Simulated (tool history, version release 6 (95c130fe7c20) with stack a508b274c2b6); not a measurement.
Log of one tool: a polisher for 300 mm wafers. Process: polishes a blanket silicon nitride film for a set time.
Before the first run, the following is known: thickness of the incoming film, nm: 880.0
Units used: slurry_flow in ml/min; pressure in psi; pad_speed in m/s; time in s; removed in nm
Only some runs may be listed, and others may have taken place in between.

run 1 hour=0.0 | slurry_flow=195 pressure=4.0 pad_speed=0.90 time=40 | removed=86.848
run 2 hour=1.6 | slurry_flow=195 pressure=3.6 pad_speed=0.90 time=40 | removed=80.579
run 3 hour=8.3 | slurry_flow=195 pressure=3.1 pad_speed=0.90 time=40 | removed=74.020
run 4 hour=14.6 | slurry_flow=195 pressure=3.1 pad_speed=0.90 time=40 | removed=72.439
run 5 hour=17.9 | slurry_flow=195 pressure=2.9 pad_speed=0.90 time=40 | removed=69.168
run 6 hour=25.5 | slurry_flow=195 pressure=2.7 pad_speed=0.90 time=40 | removed=66.186
run 7 hour=28.9 | slurry_flow=190 pressure=2.1 pad_speed=0.88 time=40 | removed=55.172
run 8 hour=35.1 | slurry_flow=190 pressure=2.1 pad_speed=0.88 time=40 | removed=54.085

Run 9, settings as shown, results not yet in. Your forecast:
run 9 hour=39.3 | slurry_flow=195 pressure=2.1 pad_speed=0.88 time=40 | removed=?

{"run 9": {"removed": 54.686}}
